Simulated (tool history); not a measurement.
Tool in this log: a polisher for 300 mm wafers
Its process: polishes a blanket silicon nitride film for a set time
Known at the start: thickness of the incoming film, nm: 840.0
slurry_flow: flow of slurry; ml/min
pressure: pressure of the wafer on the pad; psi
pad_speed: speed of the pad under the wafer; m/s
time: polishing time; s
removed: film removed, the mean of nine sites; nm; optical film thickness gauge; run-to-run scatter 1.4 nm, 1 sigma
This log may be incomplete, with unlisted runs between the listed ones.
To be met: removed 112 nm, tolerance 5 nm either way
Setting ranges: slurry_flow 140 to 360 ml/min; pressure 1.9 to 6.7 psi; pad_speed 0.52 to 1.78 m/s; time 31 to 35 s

Run 1, hour 0: slurry_flow 230 ml/min, pressure 4.3 psi, pad_speed 1.14 m/s, time 35 s. Result: removed 81.518 nm.
Run 2, hour 6.4: slurry_flow 230 ml/min, pressure 4.7 psi, pad_speed 1.16 m/s, time 35 s. Result: removed 91.042 nm.
Run 3, hour 15.4: slurry_flow 230 ml/min, pressure 3.7 psi, pad_speed 1.16 m/s, time 35 s. Result: removed 71.869 nm.
Run 4, hour 17.8: slurry_flow 230 ml/min, pressure 3.7 psi, pad_speed 1.36 m/s, time 35 s. Result: removed 77.993 nm.
Run 5, hour 20.1: slurry_flow 230 ml/min, pressure 4.2 psi, pad_speed 1.38 m/s, time 35 s. Result: removed 89.532 nm.
Run 6, hour 27.8: slurry_flow 230 ml/min, pressure 4.2 psi, pad_speed 1.1 m/s, time 35 s. Result: removed 79.067 nm.
Run 7, hour 32.4: slurry_flow 230 ml/min, pressure 4.7 psi, pad_speed 1.12 m/s, time 35 s. Result: removed 89.363 nm.
Run 8, hour 34.6: slurry_flow 230 ml/min, pressure 5 psi, pad_speed 1.12 m/s, time 35 s. Result: removed 92.164 nm.

Consider the 4 candidate settings below. Which is the only one whose results all fall within their allowed miss of target?
Run A, hour 36.8: slurry_flow 250 ml/min, pressure 5.9 psi, pad_speed 1.34 m/s, time 35 s. Result: removed ?.
Run B, hour 36.8: slurry_flow 355 ml/min, pressure 5.9 psi, pad_speed 1.34 m/s, time 35 s. Result: removed ?.
Run C, hour 36.8: slurry_flow 225 ml/min, pressure 5.4 psi, pad_speed 0.94 m/s, time 34 s. Result: removed ?.
Run D, hour 36.8: slurry_flow 230 ml/min, pressure 5.8 psi, pad_speed 1.18 m/s, time 35 s. Result: removed ?.

move  removed
   A   120.96
   B   125.09
   C    87.12
   D   109.36
A: pushes the last run's worst result past its target
B: pushes the last run's worst result past its target
C: moves away from the targets compared with the last run
D: every result within its allowed miss
Correct choice: D, which meets every target
